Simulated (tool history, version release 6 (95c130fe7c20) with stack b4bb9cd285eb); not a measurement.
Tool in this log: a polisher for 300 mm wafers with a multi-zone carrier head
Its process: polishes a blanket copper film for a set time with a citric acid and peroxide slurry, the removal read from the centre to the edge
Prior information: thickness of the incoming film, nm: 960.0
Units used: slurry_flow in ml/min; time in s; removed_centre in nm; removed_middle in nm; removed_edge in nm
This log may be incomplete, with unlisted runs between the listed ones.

run  hour  slurry_flow  centre_zone  middle_zone  edge_zone  slurry_solids  time  removed_centre  removed_middle  removed_edge
  1   0.0          255         1.00         1.00       1.00           1.00    30          72.055          71.812        70.184
  2   7.6          200         1.00         1.00       1.00           1.00    30          68.310          67.886        66.404
  3  10.7          200         0.92         1.00       1.00           1.00    30          63.426          68.066        68.644
  4  13.6          220         0.94         0.99       1.01           1.00    30          65.923          68.723        69.084
  5  15.5          285         0.94         0.99       1.01           1.00    30          69.004          70.446        69.711
  6  18.3          285         0.94         0.99       1.01           1.00    24          54.817          57.496        56.862
  7  20.5          290         0.97         0.98       1.03           1.05    24          57.751          57.531        58.284
  8  21.6          295         0.99         0.98       1.04           1.10    24          60.101          56.385        58.945

Predict the results of run 9:
  9  23.1          295         1.00         1.00       1.05           1.15    25               ?               ?             ?

removed_centre: 63.673 nm
removed_middle: 62.741 nm
removed_edge: 61.835 nm
